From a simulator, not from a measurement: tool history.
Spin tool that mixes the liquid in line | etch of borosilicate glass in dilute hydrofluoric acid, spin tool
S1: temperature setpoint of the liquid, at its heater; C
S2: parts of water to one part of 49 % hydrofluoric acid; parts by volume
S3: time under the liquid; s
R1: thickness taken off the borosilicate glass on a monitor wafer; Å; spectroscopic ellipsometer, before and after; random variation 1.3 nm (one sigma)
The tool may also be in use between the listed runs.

run  hour    S1  S2   S3       R1
  1   0.0  26.0  70   95   504.36
  2   4.1  26.0  70  100   533.17
  3  12.0  28.0  55  100   735.65
  4  12.5  28.0  45  100   928.75
  5  20.1  28.0  65  100   617.36
  6  22.1  28.0  65  100   617.05
  7  30.4  29.5  55  100   784.40
  8  31.2  30.5  45  100  1007.10
  9  32.8  34.0  20  100  2715.40
 10  38.6  33.0  20  100  2632.00
 11  40.1  33.0  20  100  2624.60
 12  48.5  32.0  20  100  2535.30

Forecast run 13:
 13  52.5  30.5  20  100   ?

Run 13 gave R1 2360.90 Å.
